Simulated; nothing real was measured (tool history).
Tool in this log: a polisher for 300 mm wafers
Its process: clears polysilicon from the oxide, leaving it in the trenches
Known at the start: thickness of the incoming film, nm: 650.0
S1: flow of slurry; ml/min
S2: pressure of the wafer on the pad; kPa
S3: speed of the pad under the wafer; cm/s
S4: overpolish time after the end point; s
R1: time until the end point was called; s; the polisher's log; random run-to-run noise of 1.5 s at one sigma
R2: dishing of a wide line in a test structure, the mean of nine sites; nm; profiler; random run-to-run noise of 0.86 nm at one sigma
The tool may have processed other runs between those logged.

run	hour	S1	S2	S3	S4	R1	R2
1	0.0	185	22.1	84	29	54.102	43.756
2	3.2	185	22.1	84	17	54.948	41.848
3	4.0	155	22.1	84	17	55.635	41.987
4	12.1	155	22.1	100	17	47.798	43.152
5	15.6	155	24.1	100	17	44.828	41.749
6	18.3	140	24.1	100	17	42.703	43.545
7	25.3	170	20.7	96	14	51.891	42.685
8	32.3	190	20.0	82	12	61.981	42.620

The next listed run, before its measurement:
9	37.9	185	20.7	70	11	?	?

Logged for run 9: R1 67.624 s, R2 39.499 nm.
